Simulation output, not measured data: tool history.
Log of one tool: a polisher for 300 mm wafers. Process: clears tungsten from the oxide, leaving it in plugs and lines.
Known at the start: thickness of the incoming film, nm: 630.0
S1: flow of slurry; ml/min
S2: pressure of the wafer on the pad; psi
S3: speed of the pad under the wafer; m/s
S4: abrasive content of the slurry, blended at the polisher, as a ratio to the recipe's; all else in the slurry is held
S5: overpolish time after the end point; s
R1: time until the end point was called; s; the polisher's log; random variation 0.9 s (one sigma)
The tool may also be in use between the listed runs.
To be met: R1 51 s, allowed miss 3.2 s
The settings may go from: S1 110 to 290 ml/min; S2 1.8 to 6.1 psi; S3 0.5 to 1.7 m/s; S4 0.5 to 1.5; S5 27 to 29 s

run	hour	S1	S2	S3	S4	S5	R1
1	0	185	3.9	1.1	1	27	107.09
2	0.9	185	4.3	1.14	1	27	92.574
3	8.1	185	5.2	1.14	1	27	78.552
4	14	185	5.2	1.14	1	27	80.157
5	18.9	185	5.2	1.14	0.85	27	81.063
6	24.7	185	5.4	1.2	0.85	27	73.738
7	27.9	185	5.5	1.24	0.85	27	71.563
8	36.7	185	5.6	1.3	0.85	27	66.398
9	40	185	5.7	1.34	0.85	27	64.929
10	48.4	185	5.8	1.38	0.85	27	61.73
11	49.9	185	5.9	1.42	0.85	27	56.279
12	57.6	185	5.9	1.44	0.85	27	58.351
13	66.5	185	5.9	1.46	0.85	27	55.028
14	68.8	185	6	1.48	0.85	27	56.976

5 next moves are on the table. One of them brings every result within its allowed miss. Which?
A	71.1	260	4.4	1.56	1.15	29	?
B	71.1	160	6.1	1.42	0.8	27	?
C	71.1	180	6.1	1.54	0.85	27	?
D	71.1	175	6.1	1.26	0.85	29	?
E	71.1	180	6.1	1.32	0.95	29	?

move	R1
A	63.691
B	58.159
C	52.437
D	63.714
E	59.251
A: further off than the last run
B: further off than the last run
C: meets every target
D: further off than the last run
E: further off than the last run
The right move is C.
